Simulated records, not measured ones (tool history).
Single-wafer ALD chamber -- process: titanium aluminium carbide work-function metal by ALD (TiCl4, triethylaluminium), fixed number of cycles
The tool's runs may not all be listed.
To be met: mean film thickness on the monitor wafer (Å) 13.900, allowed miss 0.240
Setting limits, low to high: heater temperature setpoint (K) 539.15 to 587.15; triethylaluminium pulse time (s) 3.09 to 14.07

| run | hour | heater temperature setpoint (K) | triethylaluminium pulse time (s) | mean film thickness on the monitor wafer (Å) |
|---|---|---|---|---|
| 1 | 0.0 | 563.15 | 8.58 | 16.082 |
| 2 | 6.0 | 571.15 | 8.58 | 16.872 |
| 3 | 12.5 | 561.15 | 7.97 | 15.404 |
| 4 | 15.9 | 551.15 | 7.97 | 14.682 |
| 5 | 17.0 | 551.15 | 5.91 | 11.934 |
| 6 | 20.8 | 559.15 | 6.01 | 12.563 |
| 7 | 27.4 | 565.15 | 6.11 | 13.264 |
| 8 | 28.9 | 567.15 | 6.15 | 13.404 |
|  | 37.4 | triethylaluminium bottle replaced |
| 9 | 37.4 | 574.15 | 6.64 | 18.082 |

4 next moves are on the table. One of them brings every result within its allowed miss. Which?
| A | 45.9 | 539.15 | 5.24 | ? |
| B | 45.9 | 552.15 | 5.53 | ? |
| C | 45.9 | 549.15 | 4.92 | ? |
| D | 45.9 | 555.15 | 4.94 | ? |

| move | mean film thickness on the monitor wafer (Å) |
|---|---|
| A | 13.314 |
| B | 14.797 |
| C | 13.462 |
| D | 13.944 |
A: takes the result that was furthest off past its target
B: better than the last run, though not everything is in spec
C: takes the result that was furthest off past its target
D: meets every target
The right move is D.
